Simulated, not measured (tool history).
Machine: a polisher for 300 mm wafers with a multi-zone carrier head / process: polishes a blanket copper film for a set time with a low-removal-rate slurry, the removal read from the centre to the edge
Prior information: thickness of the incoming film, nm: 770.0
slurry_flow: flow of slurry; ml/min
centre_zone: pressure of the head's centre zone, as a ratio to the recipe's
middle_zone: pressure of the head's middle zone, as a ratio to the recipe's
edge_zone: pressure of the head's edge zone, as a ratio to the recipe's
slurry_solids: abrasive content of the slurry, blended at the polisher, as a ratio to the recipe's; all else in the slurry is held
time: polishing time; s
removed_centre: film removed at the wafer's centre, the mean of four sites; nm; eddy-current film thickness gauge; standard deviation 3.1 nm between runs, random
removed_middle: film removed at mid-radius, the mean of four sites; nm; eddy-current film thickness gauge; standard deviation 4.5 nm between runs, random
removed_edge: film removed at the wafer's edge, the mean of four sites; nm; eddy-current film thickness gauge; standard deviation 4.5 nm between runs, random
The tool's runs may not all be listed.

run  hour  slurry_flow  centre_zone  middle_zone  edge_zone  slurry_solids  time  removed_centre  removed_middle  removed_edge
  1   0.0          135         1.00         1.00       1.00            1.0    63          232.94          244.43        237.09
  2   4.3          140         1.00         0.99       1.03            1.1    65          250.16          259.79        258.74
  3   5.6          140         1.00         0.99       1.03            1.1    80          305.34          307.67        311.02
  4  14.1          140         0.99         0.99       1.04            1.1    80          295.93          311.78        321.60
  5  16.2          140         0.99         0.99       1.05            1.1    80          303.53          306.31        316.09
  6  23.2          140         0.99         0.93       1.05            1.1    80          302.01          292.26        322.78

What will run 7 give?
  7  29.3          140         0.99         0.94       1.05            1.1    80               ?               ?             ?

{"run 7": {"removed_centre": 301.9, "removed_middle": 302.99, "removed_edge": 314.93}}
